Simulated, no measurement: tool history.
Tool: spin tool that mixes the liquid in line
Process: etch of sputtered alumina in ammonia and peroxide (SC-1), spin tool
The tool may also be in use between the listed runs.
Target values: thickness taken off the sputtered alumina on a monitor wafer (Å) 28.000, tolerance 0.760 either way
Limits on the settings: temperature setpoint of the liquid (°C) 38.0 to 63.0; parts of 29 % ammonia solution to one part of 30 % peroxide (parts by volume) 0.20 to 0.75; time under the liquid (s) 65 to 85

run	hour	temperature setpoint of the liquid (°C)	parts of 29 % ammonia solution to one part of 30 % peroxide (parts by volume)	time under the liquid (s)	thickness taken off the sputtered alumina on a monitor wafer (Å)
1	0.0	47.0	0.45	85	22.335
2	0.8	47.5	0.45	85	22.617
3	8.4	48.0	0.45	85	23.935
4	13.5	48.0	0.45	85	24.016
5	21.8	48.5	0.45	85	24.541
6	24.3	45.0	0.45	85	20.011
7	29.3	46.0	0.45	85	21.411
8	32.6	46.5	0.45	85	21.378
9	38.4	47.0	0.45	85	22.100
10	39.7	47.5	0.45	85	22.557
11	45.4	48.0	0.45	85	23.484
12	53.6	48.5	0.45	85	24.062
13	56.3	49.0	0.45	85	24.973

Below are 5 possible settings for the next run. Only one of them brings all results inside the allowed miss of their targets. Which is it?
A	59.0	52.5	0.45	85	?
B	59.0	57.5	0.40	65	?
C	59.0	52.0	0.55	85	?
D	59.0	52.0	0.45	85	?
E	59.0	55.5	0.70	65	?

move	thickness taken off the sputtered alumina on a monitor wafer (Å)
A	30.407
B	29.995
C	30.165
D	29.594
E	28.473
A: takes the biggest miss from the last run beyond its target
B: takes the biggest miss from the last run beyond its target
C: takes the biggest miss from the last run beyond its target
D: takes the biggest miss from the last run beyond its target
E: in spec on every target
Go with E: it meets all targets.
